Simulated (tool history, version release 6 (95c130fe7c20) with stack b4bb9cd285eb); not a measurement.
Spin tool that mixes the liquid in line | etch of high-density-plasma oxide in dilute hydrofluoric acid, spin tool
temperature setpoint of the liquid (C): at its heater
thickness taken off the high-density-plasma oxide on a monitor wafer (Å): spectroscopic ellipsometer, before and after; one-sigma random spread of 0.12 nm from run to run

run    day  temperature setpoint of the liquid (C)  parts of water to one part of 49 % hydrofluoric acid (parts by volume)  time under the liquid (s)  thickness taken off the high-density-plasma oxide on a monitor wafer (Å)
  1      0                                      24                                                                     180                        290                                                                    85.999
  2  0.167                                      24                                                                     180                        290                                                                    86.239
  3  0.396                                    25.5                                                                     160                        290                                                                    105.41
  4  0.558                                      24                                                                     160                        290                                                                    99.943
  5  0.671                                      24                                                                     160                        315                                                                    108.05
  6  0.762                                      24                                                                     160                        315                                                                    107.66

Estimate the outcome of run 7 from the log above:
  7  1.112                                    25.5                                                                     145                        315                                                                         ?

thickness taken off the high-density-plasma oxide on a monitor wafer (Å): 128.47
